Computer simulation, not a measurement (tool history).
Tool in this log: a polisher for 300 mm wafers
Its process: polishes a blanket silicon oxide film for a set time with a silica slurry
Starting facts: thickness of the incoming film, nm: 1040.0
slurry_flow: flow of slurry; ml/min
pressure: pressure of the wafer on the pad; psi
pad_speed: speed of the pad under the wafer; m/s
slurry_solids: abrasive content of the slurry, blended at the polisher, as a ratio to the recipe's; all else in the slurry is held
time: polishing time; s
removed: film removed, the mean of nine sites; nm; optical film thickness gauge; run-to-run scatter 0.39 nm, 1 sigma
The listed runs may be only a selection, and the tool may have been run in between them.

{"run": 1, "hour": 0.0, "slurry_flow": 220, "pressure": 3.7, "pad_speed": 1.02, "slurry_solids": 1, "time": 35, "removed": 82.451}
{"run": 2, "hour": 3.0, "slurry_flow": 220, "pressure": 3.1, "pad_speed": 1.02, "slurry_solids": 1, "time": 35, "removed": 72.32}
{"run": 3, "hour": 4.7, "slurry_flow": 220, "pressure": 3.1, "pad_speed": 1.02, "slurry_solids": 1.15, "time": 35, "removed": 76.214}
{"run": 4, "hour": 5.6, "slurry_flow": 220, "pressure": 2.9, "pad_speed": 1.02, "slurry_solids": 1.15, "time": 35, "removed": 72.858}
{"run": 5, "hour": 8.5, "slurry_flow": 170, "pressure": 2.9, "pad_speed": 1.02, "slurry_solids": 1.15, "time": 35, "removed": 70.765}
{"run": 6, "hour": 15.4, "slurry_flow": 170, "pressure": 2.8, "pad_speed": 1.02, "slurry_solids": 1.15, "time": 35, "removed": 68.603}
{"run": 7, "hour": 18.5, "slurry_flow": 170, "pressure": 2.7, "pad_speed": 1.02, "slurry_solids": 1.15, "time": 35, "removed": 66.741}

Forecast run 8:
{"run": 8, "hour": 23.8, "slurry_flow": 170, "pressure": 2.6, "pad_speed": 1.02, "slurry_solids": 1.15, "time": 35, "removed": "?"}

{"run 8": {"removed": 64.856}}

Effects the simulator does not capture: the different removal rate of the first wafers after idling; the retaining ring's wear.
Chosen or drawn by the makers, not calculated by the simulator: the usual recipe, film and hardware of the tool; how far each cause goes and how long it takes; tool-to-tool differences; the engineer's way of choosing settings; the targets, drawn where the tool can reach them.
